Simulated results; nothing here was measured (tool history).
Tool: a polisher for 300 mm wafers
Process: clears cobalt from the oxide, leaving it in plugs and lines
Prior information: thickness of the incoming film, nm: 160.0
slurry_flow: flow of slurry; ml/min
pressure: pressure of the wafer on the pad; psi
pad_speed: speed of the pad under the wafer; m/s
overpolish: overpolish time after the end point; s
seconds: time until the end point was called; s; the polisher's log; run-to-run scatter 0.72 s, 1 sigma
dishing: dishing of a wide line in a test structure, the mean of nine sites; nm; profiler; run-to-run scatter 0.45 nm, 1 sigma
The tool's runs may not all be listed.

| run | day | slurry_flow | pressure | pad_speed | overpolish | seconds | dishing |
|---|---|---|---|---|---|---|---|
| 1 | 0 | 185 | 2.3 | 1.08 | 22 | 23.739 | 60.884 |
| 2 | 0.246 | 180 | 2.1 | 1.06 | 19 | 25.308 | 57.954 |
| 3 | 0.429 | 180 | 2.1 | 1.06 | 14 | 25.511 | 49.647 |
| 4 | 0.767 | 180 | 2.1 | 1.06 | 20 | 25.473 | 58.185 |
| 5 | 1 | 215 | 2.1 | 1.06 | 20 | 25.809 | 59.85 |
| 6 | 1.275 | 215 | 2.1 | 0.84 | 20 | 28.948 | 53.914 |
| 7 | 1.562 | 195 | 1.7 | 0.54 | 10 | 43.915 | 26.686 |

For run 8, what comes out?
| 8 | 1.817 | 195 | 1.8 | 0.54 | 10 | ? | ? |

seconds: 41.117 s
dishing: 26.798 nm

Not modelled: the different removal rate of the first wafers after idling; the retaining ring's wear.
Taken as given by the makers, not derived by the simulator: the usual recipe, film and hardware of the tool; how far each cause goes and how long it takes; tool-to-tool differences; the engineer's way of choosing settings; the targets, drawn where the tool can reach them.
